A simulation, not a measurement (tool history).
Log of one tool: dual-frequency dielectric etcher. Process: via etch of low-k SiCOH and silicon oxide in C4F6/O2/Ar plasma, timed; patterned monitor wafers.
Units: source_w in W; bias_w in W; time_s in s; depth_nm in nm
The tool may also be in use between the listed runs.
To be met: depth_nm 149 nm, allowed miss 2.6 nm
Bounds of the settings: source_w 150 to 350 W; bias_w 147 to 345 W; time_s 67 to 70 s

| run | day | source_w | bias_w | time_s | depth_nm |
|---|---|---|---|---|---|
| 1 | 0 | 250 | 246 | 67 | 169.1 |
| 2 | 0.162 | 210 | 246 | 67 | 161.54 |
| 3 | 0.488 | 210 | 272 | 67 | 169.24 |
| 4 | 0.85 | 190 | 272 | 67 | 164.03 |
| 5 | 0.888 | 180 | 263 | 67 | 160.81 |
| 6 | 1.008 | 180 | 263 | 70 | 166.28 |
| 7 | 1.242 | 170 | 251 | 70 | 163.69 |
| 8 | 1.383 | 170 | 237 | 70 | 157.6 |

Which of these 5 next moves meets every target?
| A | 1.525 | 150 | 279 | 68 | ? |
| B | 1.525 | 150 | 292 | 68 | ? |
| C | 1.525 | 170 | 217 | 68 | ? |
| D | 1.525 | 170 | 193 | 67 | ? |
| E | 1.525 | 150 | 305 | 69 | ? |

| move | depth_nm |
|---|---|
| A | 161.85 |
| B | 164.76 |
| C | 150.26 |
| D | 141.64 |
| E | 170.06 |
A: further off than the last run
B: further off than the last run
C: meets every target
D: takes the result that was furthest off past its target
E: further off than the last run
The right move is C.
